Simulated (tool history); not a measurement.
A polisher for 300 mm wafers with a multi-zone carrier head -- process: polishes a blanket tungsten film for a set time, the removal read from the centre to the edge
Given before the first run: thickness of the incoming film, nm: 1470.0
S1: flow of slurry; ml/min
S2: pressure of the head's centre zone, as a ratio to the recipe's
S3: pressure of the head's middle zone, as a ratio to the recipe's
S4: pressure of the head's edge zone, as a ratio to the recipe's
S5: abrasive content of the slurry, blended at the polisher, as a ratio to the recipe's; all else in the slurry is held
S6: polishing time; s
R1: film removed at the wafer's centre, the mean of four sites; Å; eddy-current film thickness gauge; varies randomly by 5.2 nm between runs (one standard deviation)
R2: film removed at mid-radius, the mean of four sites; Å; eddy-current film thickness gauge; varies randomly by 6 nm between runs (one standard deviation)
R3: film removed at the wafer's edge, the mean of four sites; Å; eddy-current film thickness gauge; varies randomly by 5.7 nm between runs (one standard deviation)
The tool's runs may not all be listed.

run  hour   S1    S2    S3    S4    S5  S6      R1      R2      R3
  1     0  185     1     1     1     1  48    3492  3537.5  3491.2
  2   3.3  190     1  1.02     1  1.05  49  3612.4  3621.9  3703.2
  3   6.5  185     1  1.04  0.98     1  52  3843.5    3909  3797.8
  4   8.4  185     1  0.96  0.98     1  52  3757.9  3634.1  3803.7
  5  15.3  185  0.99  0.99  0.96     1  53  3842.7  3788.9  3830.9
  6  22.2  185  0.99  0.99  0.93     1  53  3779.4  3857.9  3772.6
  7  22.9  190  0.99  1.01  0.92  1.05  54  3964.8  4030.3  3853.5
  8  26.1  195  0.99  1.03  0.92   1.1  55  4047.3  4179.4  3978.1
  9  34.3  200  0.99  1.05  0.91   1.1  56  4261.1  4423.6  4040.3
 10  43.1  205  0.99  1.07  0.91  1.15  56  4141.9  4483.9  4090.9

Run 11 has not been measured yet. What should we expect?
 11    46  210   1  1.08  0.91  1.15  57   ?   ?   ?

{"run 11": {"R1": 4384.1, "R2": 4692.2, "R3": 4148.3}}

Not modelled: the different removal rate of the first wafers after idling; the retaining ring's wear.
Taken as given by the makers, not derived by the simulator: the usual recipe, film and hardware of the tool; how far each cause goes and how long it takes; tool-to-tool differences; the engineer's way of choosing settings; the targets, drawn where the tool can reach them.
